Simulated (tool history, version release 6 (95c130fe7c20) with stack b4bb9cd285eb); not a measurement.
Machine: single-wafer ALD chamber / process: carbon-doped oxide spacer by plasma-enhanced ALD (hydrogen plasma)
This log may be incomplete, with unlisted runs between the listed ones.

run,hour,heater temperature setpoint (°C),number of ALD cycles (cycles),mean film thickness on the monitor wafer (angstrom)
1,0,410,383,182.96
2,9.2,414,370,174.2
3,12,417,361,168.85
4,19.8,408,361,173.43
5,24.2,412,361,171.95
6,28.5,415,352,166.09
7,30.1,418,345,160.65
8,36.9,420,341,157.88
9,46.3,422,338,154.62

Run 10, settings as shown, results not yet in. Your forecast:
10,51.8,422,338,?

Run 10 produced mean film thickness on the monitor wafer (angstrom) 155.12.

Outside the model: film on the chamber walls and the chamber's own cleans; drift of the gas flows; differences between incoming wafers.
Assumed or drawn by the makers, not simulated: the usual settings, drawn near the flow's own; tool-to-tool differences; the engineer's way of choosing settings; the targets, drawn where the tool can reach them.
